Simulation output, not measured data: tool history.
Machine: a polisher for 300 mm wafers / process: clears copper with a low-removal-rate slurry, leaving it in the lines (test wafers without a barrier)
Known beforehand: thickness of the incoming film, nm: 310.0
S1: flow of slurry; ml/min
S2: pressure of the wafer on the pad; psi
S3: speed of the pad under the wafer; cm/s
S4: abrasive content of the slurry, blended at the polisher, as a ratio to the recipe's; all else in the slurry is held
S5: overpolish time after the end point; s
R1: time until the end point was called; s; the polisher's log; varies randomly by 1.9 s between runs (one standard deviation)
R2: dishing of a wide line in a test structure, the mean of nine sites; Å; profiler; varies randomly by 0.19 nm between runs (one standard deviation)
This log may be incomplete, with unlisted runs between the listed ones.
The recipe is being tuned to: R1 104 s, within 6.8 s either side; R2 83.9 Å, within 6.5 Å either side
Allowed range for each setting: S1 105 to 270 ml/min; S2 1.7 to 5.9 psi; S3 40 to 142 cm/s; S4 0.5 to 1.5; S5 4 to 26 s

run  hour   S1   S2   S3    S4  S5      R1      R2
  1     0  175  3.8   90     1  13  109.07  215.97
  2   6.5  175  3.5   94     1  10  112.22  176.42
  3  10.7  175  3.1  100     1   8  114.28  141.02
  4    16  210  3.1  100     1   8  114.86  145.17
  5    19  210  2.3  100     1   8  135.34  119.37
  6  25.8  175  2.1  112   0.9   7  138.98  112.57
  7  27.2  205    2  112   1.1   6  128.91  92.591
  8  35.9  210  2.1  114  1.15   6   124.4  99.717
  9  36.6  210  2.1  118  1.25   5  124.33  92.999
 10  45.3  230    2  126  1.35   5  115.37  92.782
 11  51.9  240  1.9  130   1.4   5  113.62  96.684
 12    57  210  1.9  134  1.45   5  113.76  92.996
 13  65.4  220  1.8  136  1.45   5  116.91   96.61
 14  72.8  235  2.1  126  1.45   5  110.45  99.362
 15  80.6  235  2.1  126  1.45   5  113.47  96.289

Of the 5 settings listed for the next run, only one would bring every result within its allowed miss of target. Which one?
  A  88.4  270  2.4  142   1.4   4   ?   ?
  B  88.4  240  1.7  140  1.35   4   ?   ?
  C  88.4  205  2.1  140   1.4   4   ?   ?
  D  88.4  235  3.1  130   1.5   4   ?   ?
  E  88.4  205  1.7  134   1.4   4   ?   ?

move      R1      R2
   A  91.067  93.575
   B   114.2  75.884
   C  102.64  83.826
   D  83.041  101.93
   E  119.51  72.765
A: roughly where the last run was
B: moves the result that the last run missed by most past its target, out the other side
C: all results in spec
D: misses by more than the last run did
E: moves the result that the last run missed by most past its target, out the other side
Correct choice: C, which meets every target
